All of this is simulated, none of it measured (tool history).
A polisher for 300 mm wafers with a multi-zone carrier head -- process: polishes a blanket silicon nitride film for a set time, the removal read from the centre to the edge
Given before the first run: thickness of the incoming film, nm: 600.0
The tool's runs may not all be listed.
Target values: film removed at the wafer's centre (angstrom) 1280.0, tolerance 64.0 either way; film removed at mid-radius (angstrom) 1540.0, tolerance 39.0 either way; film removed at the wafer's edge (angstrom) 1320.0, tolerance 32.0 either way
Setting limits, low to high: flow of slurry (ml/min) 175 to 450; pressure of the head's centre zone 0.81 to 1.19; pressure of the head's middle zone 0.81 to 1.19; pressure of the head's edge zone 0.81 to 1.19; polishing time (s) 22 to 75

run,hour,flow of slurry (ml/min),pressure of the head's centre zone,pressure of the head's middle zone,pressure of the head's edge zone,polishing time (s),film removed at the wafer's centre (angstrom),film removed at mid-radius (angstrom),film removed at the wafer's edge (angstrom)
1,0.0,290,1.00,1.00,1.00,48,1037.9,1100.3,1082.5
2,6.3,305,1.01,1.05,1.02,50,1104.2,1178.9,1141.3
3,10.7,310,1.00,1.08,1.01,52,1143.8,1249.5,1171.1
4,15.8,310,1.08,1.08,1.01,52,1253.4,1250.1,1174.6
5,21.0,315,1.05,1.11,1.01,54,1238.8,1324.8,1216.5
# hour 28.9: slurry nozzle cleaned
6,28.9,360,1.05,1.11,1.01,54,1351.1,1415.8,1306.3
7,30.7,365,1.03,1.13,1.01,54,1316.7,1449.8,1293.7
8,35.5,370,1.02,1.14,1.01,54,1332.2,1467.3,1284.9

Which one of the following 5 next-run settings gets every result inside its allowed miss? There is exactly one.
A,40.3,385,1.04,1.09,1.04,52,?,?,?
B,40.3,385,1.03,1.13,1.07,54,?,?,?
C,40.3,290,1.05,1.09,1.05,54,?,?,?
D,40.3,325,0.94,1.15,0.90,58,?,?,?
E,40.3,350,0.97,1.10,1.03,54,?,?,?

move,film removed at the wafer's centre (angstrom),film removed at mid-radius (angstrom),film removed at the wafer's edge (angstrom)
A,1288.6,1374.9,1282.2
B,1325.4,1462.4,1344.3
C,1312.0,1390.4,1309.2
D,1277.4,1567.0,1347.3
E,1236.5,1425.6,1318.9
A: the biggest miss grows against the last run
B: the biggest miss grows against the last run
C: the biggest miss grows against the last run
D: hits every target within its allowed miss
E: the biggest miss grows against the last run
The right move is D.
